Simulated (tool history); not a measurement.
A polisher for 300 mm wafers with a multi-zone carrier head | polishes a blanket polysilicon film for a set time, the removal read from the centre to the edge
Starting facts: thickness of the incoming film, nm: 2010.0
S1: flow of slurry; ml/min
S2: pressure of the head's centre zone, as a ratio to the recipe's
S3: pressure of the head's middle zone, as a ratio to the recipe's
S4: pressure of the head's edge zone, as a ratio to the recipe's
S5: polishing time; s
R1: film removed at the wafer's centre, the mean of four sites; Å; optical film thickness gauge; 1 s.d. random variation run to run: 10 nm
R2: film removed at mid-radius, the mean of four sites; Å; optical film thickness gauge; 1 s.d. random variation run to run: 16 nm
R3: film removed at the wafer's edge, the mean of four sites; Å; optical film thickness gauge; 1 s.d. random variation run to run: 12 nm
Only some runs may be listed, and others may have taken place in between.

{"run": 1, "hour": 0.0, "S1": 265, "S2": 1.0, "S3": 1.0, "S4": 1.0, "S5": 56, "R1": 8361.6, "R2": 8765.6, "R3": 8261.8}
{"run": 2, "hour": 9.0, "S1": 270, "S2": 1.01, "S3": 1.02, "S4": 1.02, "S5": 58, "R1": 9129.5, "R2": 9065.6, "R3": 8762.5}
{"run": 3, "hour": 9.7, "S1": 270, "S2": 1.0, "S3": 1.04, "S4": 1.02, "S5": 60, "R1": 9247.4, "R2": 9469.9, "R3": 8839.2}
{"run": 4, "hour": 15.9, "S1": 270, "S2": 0.99, "S3": 1.05, "S4": 1.03, "S5": 62, "R1": 9485.4, "R2": 9704.7, "R3": 9250.2}
{"run": 5, "hour": 19.4, "S1": 275, "S2": 0.98, "S3": 1.06, "S4": 1.03, "S5": 64, "R1": 9566.7, "R2": 10268.0, "R3": 9400.0}
{"run": 6, "hour": 21.4, "S1": 275, "S2": 1.04, "S3": 1.06, "S4": 1.03, "S5": 64, "R1": 10257.0, "R2": 10419.0, "R3": 9595.1}
{"run": 7, "hour": 24.3, "S1": 275, "S2": 1.03, "S3": 1.07, "S4": 1.04, "S5": 65, "R1": 10346.0, "R2": 10765.0, "R3": 9693.2}
{"run": 8, "hour": 29.7, "S1": 275, "S2": 1.02, "S3": 1.08, "S4": 1.06, "S5": 66, "R1": 10514.0, "R2": 10551.0, "R3": 9894.5}

Forecast run 9:
{"run": 9, "hour": 34.0, "S1": 295, "S2": 0.92, "S3": 1.15, "S4": 1.05, "S5": 73, "R1": "?", "R2": "?", "R3": "?"}

For run 9 the tool returned R1 10335.0 Å, R2 12765.0 Å, R3 10900.0 Å.
